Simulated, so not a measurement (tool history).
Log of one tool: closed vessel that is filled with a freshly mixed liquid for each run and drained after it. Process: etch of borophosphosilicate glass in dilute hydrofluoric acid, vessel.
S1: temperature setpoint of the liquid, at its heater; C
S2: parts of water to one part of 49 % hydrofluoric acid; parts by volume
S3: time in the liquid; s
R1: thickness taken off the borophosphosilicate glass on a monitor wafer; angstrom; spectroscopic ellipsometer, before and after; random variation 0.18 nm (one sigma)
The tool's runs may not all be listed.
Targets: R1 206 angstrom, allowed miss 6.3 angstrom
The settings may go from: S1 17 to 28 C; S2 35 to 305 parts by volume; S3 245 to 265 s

Run 1, day 0: S1 20 C, S2 170 parts by volume, S3 245 s. Result: R1 289.93 angstrom.
Run 2, day 0.221: S1 18.5 C, S2 170 parts by volume, S3 245 s. Result: R1 278.94 angstrom.
Run 3, day 0.354: S1 18 C, S2 185 parts by volume, S3 245 s. Result: R1 244.76 angstrom.
Run 4, day 0.554: S1 18 C, S2 160 parts by volume, S3 245 s. Result: R1 292.01 angstrom.
Run 5, day 0.821: S1 20 C, S2 160 parts by volume, S3 245 s. Result: R1 313.4 angstrom.
Run 6, day 1.067: S1 20 C, S2 190 parts by volume, S3 245 s. Result: R1 252.38 angstrom.
Run 7, day 1.292: S1 19 C, S2 195 parts by volume, S3 245 s. Result: R1 241.28 angstrom.
Run 8, day 1.646: S1 18.5 C, S2 200 parts by volume, S3 245 s. Result: R1 229.65 angstrom.
Run 9, day 1.817: S1 18 C, S2 205 parts by volume, S3 245 s. Result: R1 212.36 angstrom.
Run 10, day 2.058: S1 17.5 C, S2 205 parts by volume, S3 245 s. Result: R1 213.81 angstrom.

Which of these 4 next moves meets every target?
Run A, day 2.3: S1 17 C, S2 205 parts by volume, S3 245 s. Result: R1 ?.
Run B, day 2.3: S1 17 C, S2 195 parts by volume, S3 245 s. Result: R1 ?.
Run C, day 2.3: S1 17 C, S2 205 parts by volume, S3 260 s. Result: R1 ?.
Run D, day 2.3: S1 20 C, S2 230 parts by volume, S3 265 s. Result: R1 ?.

move      R1
   A  211.26
   B  224.14
   C  224.19
   D  223.59
A: meets every target
B: further off than the last run
C: further off than the last run
D: further off than the last run
The right move is A.

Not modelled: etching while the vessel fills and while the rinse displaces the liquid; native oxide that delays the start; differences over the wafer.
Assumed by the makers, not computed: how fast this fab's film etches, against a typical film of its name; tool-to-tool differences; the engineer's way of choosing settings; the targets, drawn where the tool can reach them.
